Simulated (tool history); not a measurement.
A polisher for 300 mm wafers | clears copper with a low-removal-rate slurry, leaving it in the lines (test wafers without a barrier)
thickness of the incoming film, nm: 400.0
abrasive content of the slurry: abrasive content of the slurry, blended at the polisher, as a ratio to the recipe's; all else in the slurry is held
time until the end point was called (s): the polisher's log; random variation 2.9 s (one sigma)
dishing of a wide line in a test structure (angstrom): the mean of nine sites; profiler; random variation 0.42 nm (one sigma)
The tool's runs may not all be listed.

run,hour,flow of slurry (ml/min),pressure of the wafer on the pad (kPa),speed of the pad under the wafer (m/s),abrasive content of the slurry,overpolish time after the end point (s),time until the end point was called (s),dishing of a wide line in a test structure (angstrom)
1,0.0,310,15.2,1.34,1.0,20,144.89,381.15
2,2.9,310,15.2,1.34,1.0,18,149.06,365.58
3,5.0,310,14.5,1.38,1.0,16,154.21,315.86
4,12.0,310,14.5,1.40,1.0,14,153.26,285.55
5,13.9,275,14.5,1.40,1.0,14,153.37,290.43
6,15.1,275,14.5,1.22,1.0,14,162.28,276.34
7,16.4,275,14.5,1.22,1.0,13,166.10,242.61

Forecast run 8:
8,20.0,275,14.5,1.20,1.0,12,?,?

Run 8 gave time until the end point was called (s) 160.08, dishing of a wide line in a test structure (angstrom) 242.11.

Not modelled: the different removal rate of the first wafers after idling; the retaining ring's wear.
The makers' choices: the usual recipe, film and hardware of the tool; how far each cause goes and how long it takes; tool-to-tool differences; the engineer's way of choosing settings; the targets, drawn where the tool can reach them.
